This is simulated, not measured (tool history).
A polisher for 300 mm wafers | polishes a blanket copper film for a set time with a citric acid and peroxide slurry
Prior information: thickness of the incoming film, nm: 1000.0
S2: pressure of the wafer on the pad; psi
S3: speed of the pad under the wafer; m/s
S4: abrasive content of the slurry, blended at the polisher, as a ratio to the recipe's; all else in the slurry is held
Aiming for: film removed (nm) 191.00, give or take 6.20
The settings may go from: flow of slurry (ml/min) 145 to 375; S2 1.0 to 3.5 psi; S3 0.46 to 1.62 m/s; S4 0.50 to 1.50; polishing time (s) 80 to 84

{"run": 1, "hour": 0.0, "flow of slurry (ml/min)": 240, "S2": 2.2, "S3": 1.04, "S4": 1.0, "polishing time (s)": 80, "film removed (nm)": 137.38}
{"run": 2, "hour": 7.6, "flow of slurry (ml/min)": 240, "S2": 2.2, "S3": 1.14, "S4": 1.0, "polishing time (s)": 80, "film removed (nm)": 150.5}
{"run": 3, "hour": 11.9, "flow of slurry (ml/min)": 240, "S2": 2.3, "S3": 1.14, "S4": 1.0, "polishing time (s)": 80, "film removed (nm)": 158.74}
{"run": 4, "hour": 15.8, "flow of slurry (ml/min)": 240, "S2": 2.3, "S3": 1.14, "S4": 0.95, "polishing time (s)": 80, "film removed (nm)": 155.25}
{"run": 5, "hour": 20.4, "flow of slurry (ml/min)": 240, "S2": 2.4, "S3": 1.14, "S4": 0.95, "polishing time (s)": 80, "film removed (nm)": 162.46}
{"run": 6, "hour": 21.0, "flow of slurry (ml/min)": 240, "S2": 2.4, "S3": 0.96, "S4": 0.95, "polishing time (s)": 80, "film removed (nm)": 138.43}
{"run": 7, "hour": 23.5, "flow of slurry (ml/min)": 240, "S2": 2.4, "S3": 0.96, "S4": 0.95, "polishing time (s)": 80, "film removed (nm)": 137.27}
{"run": 8, "hour": 24.0, "flow of slurry (ml/min)": 240, "S2": 2.6, "S3": 0.96, "S4": 0.95, "polishing time (s)": 80, "film removed (nm)": 148.31}
{"run": 9, "hour": 29.0, "flow of slurry (ml/min)": 240, "S2": 2.7, "S3": 0.96, "S4": 0.95, "polishing time (s)": 80, "film removed (nm)": 153.11}

Exactly one of the 5 candidate moves below puts every result within its allowed miss. Which one?
{"run": "A", "hour": 34.0, "flow of slurry (ml/min)": 270, "S2": 1.6, "S3": 1.02, "S4": 1.2, "polishing time (s)": 84, "film removed (nm)": "?"}
{"run": "B", "hour": 34.0, "flow of slurry (ml/min)": 250, "S2": 2.7, "S3": 0.98, "S4": 0.9, "polishing time (s)": 84, "film removed (nm)": "?"}
{"run": "C", "hour": 34.0, "flow of slurry (ml/min)": 205, "S2": 3.0, "S3": 1.02, "S4": 0.9, "polishing time (s)": 80, "film removed (nm)": "?"}
{"run": "D", "hour": 34.0, "flow of slurry (ml/min)": 215, "S2": 2.8, "S3": 0.88, "S4": 0.7, "polishing time (s)": 82, "film removed (nm)": "?"}
{"run": "E", "hour": 34.0, "flow of slurry (ml/min)": 220, "S2": 3.3, "S3": 0.9, "S4": 1.05, "polishing time (s)": 84, "film removed (nm)": "?"}

move=A film_removed_(nm)=112.69
move=B film_removed_(nm)=164.41
move=C film_removed_(nm)=175.80
move=D film_removed_(nm)=136.49
move=E film_removed_(nm)=189.09
A: the biggest miss grows against the last run
B: closes in on the targets versus the last run, not all within tolerance yet
C: closes in on the targets versus the last run, not all within tolerance yet
D: the biggest miss grows against the last run
E: hits every target within its allowed miss
Go with E: it meets all targets.
